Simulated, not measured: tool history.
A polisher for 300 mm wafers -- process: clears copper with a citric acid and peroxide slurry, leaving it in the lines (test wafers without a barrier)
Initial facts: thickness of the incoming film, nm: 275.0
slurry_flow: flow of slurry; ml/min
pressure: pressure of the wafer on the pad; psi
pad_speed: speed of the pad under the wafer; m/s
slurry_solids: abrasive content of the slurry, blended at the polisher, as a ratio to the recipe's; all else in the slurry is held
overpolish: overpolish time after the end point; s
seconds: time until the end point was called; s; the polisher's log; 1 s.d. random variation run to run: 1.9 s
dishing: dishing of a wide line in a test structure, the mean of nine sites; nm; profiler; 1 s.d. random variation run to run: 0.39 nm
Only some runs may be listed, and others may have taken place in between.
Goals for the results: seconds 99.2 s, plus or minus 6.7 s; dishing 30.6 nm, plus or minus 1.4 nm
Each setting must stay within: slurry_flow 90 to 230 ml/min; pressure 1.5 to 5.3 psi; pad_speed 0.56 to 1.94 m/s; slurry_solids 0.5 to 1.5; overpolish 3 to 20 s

{"run": 1, "hour": 0.0, "slurry_flow": 150, "pressure": 3.4, "pad_speed": 1.24, "slurry_solids": 1, "overpolish": 10, "seconds": 83.752, "dishing": 21.705}
{"run": 2, "hour": 1.6, "slurry_flow": 150, "pressure": 4, "pad_speed": 1.24, "slurry_solids": 1, "overpolish": 10, "seconds": 70.403, "dishing": 25.547}
{"run": 3, "hour": 9.0, "slurry_flow": 150, "pressure": 4, "pad_speed": 1.24, "slurry_solids": 0.85, "overpolish": 10, "seconds": 70.791, "dishing": 24.587}
{"run": 4, "hour": 16.5, "slurry_flow": 150, "pressure": 3.7, "pad_speed": 1.24, "slurry_solids": 0.9, "overpolish": 11, "seconds": 74.531, "dishing": 25.691}
{"run": 5, "hour": 18.3, "slurry_flow": 140, "pressure": 3.4, "pad_speed": 1.22, "slurry_solids": 0.95, "overpolish": 12, "seconds": 81.926, "dishing": 25.268}
{"run": 6, "hour": 20.4, "slurry_flow": 140, "pressure": 3.2, "pad_speed": 1.22, "slurry_solids": 1, "overpolish": 13, "seconds": 87.055, "dishing": 25.894}
{"run": 7, "hour": 24.3, "slurry_flow": 140, "pressure": 3.1, "pad_speed": 1.22, "slurry_solids": 1, "overpolish": 14, "seconds": 92.756, "dishing": 27.525}
{"run": 8, "hour": 29.8, "slurry_flow": 140, "pressure": 3, "pad_speed": 1.22, "slurry_solids": 1, "overpolish": 14, "seconds": 95.813, "dishing": 26.172}
{"run": 9, "hour": 32.6, "slurry_flow": 140, "pressure": 3, "pad_speed": 1.22, "slurry_solids": 1, "overpolish": 15, "seconds": 92.037, "dishing": 27.295}
{"run": 10, "hour": 41.5, "slurry_flow": 135, "pressure": 2.9, "pad_speed": 1.22, "slurry_solids": 1.05, "overpolish": 16, "seconds": 96.453, "dishing": 28.718}
{"run": 11, "hour": 50.1, "slurry_flow": 130, "pressure": 2.8, "pad_speed": 1.22, "slurry_solids": 1.05, "overpolish": 17, "seconds": 99.158, "dishing": 29.165}

Which single option among these 4 for the next run brings every result within its allowed miss of target? Just one does.
{"run": "A", "hour": 58.7, "slurry_flow": 95, "pressure": 2.2, "pad_speed": 1.74, "slurry_solids": 1, "overpolish": 15, "seconds": "?", "dishing": "?"}
{"run": "B", "hour": 58.7, "slurry_flow": 120, "pressure": 3.6, "pad_speed": 1.04, "slurry_solids": 1.05, "overpolish": 14, "seconds": "?", "dishing": "?"}
{"run": "C", "hour": 58.7, "slurry_flow": 115, "pressure": 2.5, "pad_speed": 1.44, "slurry_solids": 1, "overpolish": 18, "seconds": "?", "dishing": "?"}
{"run": "D", "hour": 58.7, "slurry_flow": 90, "pressure": 2.9, "pad_speed": 1.28, "slurry_solids": 1, "overpolish": 15, "seconds": "?", "dishing": "?"}

move=A seconds=100.62 dishing=26.311
move=B seconds=94.309 dishing=26.691
move=C seconds=102.24 dishing=30.645
move=D seconds=102.48 dishing=26.168
A: lands further from the targets than the last run did
B: lands further from the targets than the last run did
C: all results land within tolerance of their targets
D: lands further from the targets than the last run did
Move C is the one to make.
